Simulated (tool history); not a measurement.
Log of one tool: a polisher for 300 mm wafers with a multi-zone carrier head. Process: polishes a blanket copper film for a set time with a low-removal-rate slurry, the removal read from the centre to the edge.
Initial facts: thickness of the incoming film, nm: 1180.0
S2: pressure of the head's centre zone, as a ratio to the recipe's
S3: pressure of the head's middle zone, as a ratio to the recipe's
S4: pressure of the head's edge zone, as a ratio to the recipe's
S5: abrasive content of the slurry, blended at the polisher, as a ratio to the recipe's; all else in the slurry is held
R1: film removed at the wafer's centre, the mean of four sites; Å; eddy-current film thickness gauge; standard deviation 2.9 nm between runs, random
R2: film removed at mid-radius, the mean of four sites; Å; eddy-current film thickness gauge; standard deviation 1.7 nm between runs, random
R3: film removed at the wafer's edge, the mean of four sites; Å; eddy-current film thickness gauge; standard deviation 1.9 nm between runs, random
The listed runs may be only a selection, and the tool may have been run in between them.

run 1 hour=0.0 | flow_of_slurry_(ml/min)=215 S2=1.00 S3=1.00 S4=1.00 S5=1.00 polishing_time_(s)=68 | R1=1614.0 R2=1689.1 R3=1664.4
run 2 hour=8.0 | flow_of_slurry_(ml/min)=220 S2=1.00 S3=0.99 S4=1.03 S5=1.05 polishing_time_(s)=69 | R1=1660.5 R2=1705.5 R3=1757.7
run 3 hour=13.8 | flow_of_slurry_(ml/min)=225 S2=1.01 S3=1.00 S4=1.05 S5=1.10 polishing_time_(s)=69 | R1=1640.3 R2=1765.2 R3=1793.1
run 4 hour=19.8 | flow_of_slurry_(ml/min)=280 S2=1.01 S3=1.00 S4=1.05 S5=1.10 polishing_time_(s)=69 | R1=1751.5 R2=1814.5 R3=1854.3
run 5 hour=25.4 | flow_of_slurry_(ml/min)=280 S2=1.01 S3=1.00 S4=1.05 S5=1.10 polishing_time_(s)=63 | R1=1601.5 R2=1654.8 R3=1668.8
run 6 hour=26.0 | flow_of_slurry_(ml/min)=280 S2=1.01 S3=1.00 S4=1.05 S5=1.00 polishing_time_(s)=63 | R1=1580.8 R2=1603.3 R3=1624.3

Estimate the outcome of run 7 from the log above:
run 7 hour=33.8 | flow_of_slurry_(ml/min)=280 S2=1.02 S3=0.99 S4=1.06 S5=1.05 polishing_time_(s)=64 | R1=? R2=? R3=?

Run 7 measured R1 1603.2 Å, R2 1628.1 Å, R3 1704.9 Å.
